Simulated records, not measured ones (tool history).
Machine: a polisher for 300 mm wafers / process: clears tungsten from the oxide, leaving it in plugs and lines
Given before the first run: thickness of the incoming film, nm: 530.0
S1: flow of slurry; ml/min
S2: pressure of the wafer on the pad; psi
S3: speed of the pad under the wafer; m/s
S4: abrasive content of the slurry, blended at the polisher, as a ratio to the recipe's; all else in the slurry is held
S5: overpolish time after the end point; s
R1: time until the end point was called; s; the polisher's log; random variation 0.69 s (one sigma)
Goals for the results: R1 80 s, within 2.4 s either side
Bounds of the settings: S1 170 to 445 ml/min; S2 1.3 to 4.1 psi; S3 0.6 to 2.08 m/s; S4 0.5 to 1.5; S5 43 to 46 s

run 1 hour=0 | S1=285 S2=2.7 S3=1.34 S4=1 S5=43 | R1=113.02
run 2 hour=1.1 | S1=285 S2=2.7 S3=1.34 S4=1.2 S5=43 | R1=108.58
run 3 hour=10.1 | S1=285 S2=2.8 S3=1.34 S4=1.2 S5=43 | R1=104.44
run 4 hour=14.8 | S1=285 S2=2.8 S3=1.34 S4=1.35 S5=43 | R1=102.76
run 5 hour=18.6 | S1=215 S2=2.8 S3=1.34 S4=1.35 S5=43 | R1=106.06
run 6 hour=27.3 | S1=215 S2=2.8 S3=1.34 S4=1.35 S5=46 | R1=105.05
run 7 hour=28 | S1=220 S2=2.9 S3=1.34 S4=1.35 S5=46 | R1=103.7
run 8 hour=35.7 | S1=225 S2=3 S3=1.34 S4=1.35 S5=46 | R1=97.942
run 9 hour=39.9 | S1=230 S2=3.1 S3=1.34 S4=1.35 S5=46 | R1=94.826
run 10 hour=43.3 | S1=230 S2=3.1 S3=1.34 S4=1.35 S5=46 | R1=95.673
run 11 hour=46.3 | S1=235 S2=3.2 S3=1.34 S4=1.35 S5=46 | R1=90.823
run 12 hour=50.6 | S1=235 S2=3.2 S3=1.34 S4=1.35 S5=46 | R1=93.068

Which single option among these 5 for the next run brings every result within its allowed miss of target? Just one does.
run A hour=54.9 | S1=285 S2=3.1 S3=1.44 S4=1.45 S5=46 | R1=?
run B hour=54.9 | S1=225 S2=3.1 S3=1.46 S4=1.4 S5=43 | R1=?
run C hour=54.9 | S1=235 S2=3.2 S3=1.44 S4=1.35 S5=44 | R1=?
run D hour=54.9 | S1=225 S2=3.3 S3=1.42 S4=1.25 S5=43 | R1=?
run E hour=54.9 | S1=205 S2=4.1 S3=1.2 S4=1.5 S5=46 | R1=?

move=A R1=87.043
move=B R1=88.485
move=C R1=87.211
move=D R1=87.532
move=E R1=81.086
A: an improvement on the last run, though not all results are within tolerance
B: an improvement on the last run, though not all results are within tolerance
C: an improvement on the last run, though not all results are within tolerance
D: an improvement on the last run, though not all results are within tolerance
E: each result inside its tolerance
Correct choice: E, which meets every target
